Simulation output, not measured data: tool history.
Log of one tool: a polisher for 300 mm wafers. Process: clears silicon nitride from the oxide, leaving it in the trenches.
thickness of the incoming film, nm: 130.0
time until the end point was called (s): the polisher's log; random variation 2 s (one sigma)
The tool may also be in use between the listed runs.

run,hour,flow of slurry (ml/min),pressure of the wafer on the pad (psi),speed of the pad under the wafer (cm/s),overpolish time after the end point (s),time until the end point was called (s)
1,0.0,285,2.8,120,12,121.12
2,2.8,235,2.8,120,12,121.94
3,5.4,235,2.8,130,12,110.32
4,12.7,235,2.7,130,12,113.90
5,17.5,180,2.7,130,12,120.80
6,23.0,170,2.7,130,12,120.55
7,27.2,170,2.6,130,12,124.83
8,34.6,170,2.5,130,12,130.42
9,42.3,170,2.4,130,12,134.13

The next listed run, before its measurement:
10,48.1,170,2.3,130,12,?

time until the end point was called (s): 135.66
